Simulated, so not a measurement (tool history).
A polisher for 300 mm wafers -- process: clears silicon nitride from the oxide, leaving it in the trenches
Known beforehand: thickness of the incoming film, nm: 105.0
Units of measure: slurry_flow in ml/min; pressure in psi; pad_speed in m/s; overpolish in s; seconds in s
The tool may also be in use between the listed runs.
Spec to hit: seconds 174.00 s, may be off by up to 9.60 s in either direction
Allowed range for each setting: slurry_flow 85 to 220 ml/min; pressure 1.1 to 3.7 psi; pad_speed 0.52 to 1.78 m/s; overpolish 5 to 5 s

| run | hour | slurry_flow | pressure | pad_speed | overpolish | seconds |
|---|---|---|---|---|---|---|
| 1 | 0.0 | 140 | 2.4 | 1.14 | 5 | 111.53 |
| 2 | 0.6 | 140 | 2.4 | 1.14 | 5 | 112.37 |
| 3 | 7.5 | 140 | 2.1 | 1.12 | 5 | 126.11 |
| 4 | 11.8 | 140 | 2.1 | 1.12 | 5 | 125.21 |
| 5 | 17.6 | 140 | 1.9 | 1.10 | 5 | 143.66 |
| 6 | 20.4 | 120 | 1.9 | 1.10 | 5 | 146.69 |
| 7 | 24.4 | 120 | 1.8 | 1.10 | 5 | 156.45 |
| 8 | 29.3 | 120 | 1.8 | 1.10 | 5 | 154.18 |
| 9 | 36.4 | 120 | 1.5 | 1.08 | 5 | 187.76 |

Exercise: of the 4 proposed moves below, exactly one satisfies all targets within the stated allowed misses. Which move is it?
| A | 43.5 | 140 | 1.9 | 0.70 | 5 | ? |
| B | 43.5 | 135 | 1.2 | 1.10 | 5 | ? |
| C | 43.5 | 120 | 1.6 | 1.12 | 5 | ? |
| D | 43.5 | 125 | 1.8 | 0.82 | 5 | ? |

| move | seconds |
|---|---|
| A | 206.92 |
| B | 221.62 |
| C | 170.54 |
| D | 196.41 |
A: lands further from the targets than the last run did
B: lands further from the targets than the last run did
C: each result inside its tolerance
D: lands further from the targets than the last run did
C is the move that brings every result within its allowed miss.

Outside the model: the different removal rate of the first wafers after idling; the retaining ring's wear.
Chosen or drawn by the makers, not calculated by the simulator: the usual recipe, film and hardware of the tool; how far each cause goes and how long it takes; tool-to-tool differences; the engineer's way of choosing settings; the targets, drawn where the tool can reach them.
